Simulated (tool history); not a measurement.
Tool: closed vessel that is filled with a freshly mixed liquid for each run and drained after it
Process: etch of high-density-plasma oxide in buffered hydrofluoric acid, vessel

run	hour	temperature setpoint of the liquid (K)	parts of 40 % ammonium fluoride to one part of 49 % hydrofluoric acid (parts by volume)	time in the liquid (s)	thickness taken off the high-density-plasma oxide on a monitor wafer (nm)
1	0.0	293.15	11.5	100	119.120
2	8.0	293.15	14.0	100	97.868
3	16.2	294.15	13.0	100	111.740
4	22.5	295.15	12.0	100	128.440
5	31.4	295.15	14.5	100	106.330
6	39.6	295.15	14.5	100	105.530
7	42.5	296.15	13.5	100	120.940
8	47.6	300.15	10.0	100	200.970

Run 9 comes next. What will it give?
9	54.0	300.15	9.5	100	?

{"run 9": {"thickness taken off the high-density-plasma oxide on a monitor wafer (nm)": 207.18}}

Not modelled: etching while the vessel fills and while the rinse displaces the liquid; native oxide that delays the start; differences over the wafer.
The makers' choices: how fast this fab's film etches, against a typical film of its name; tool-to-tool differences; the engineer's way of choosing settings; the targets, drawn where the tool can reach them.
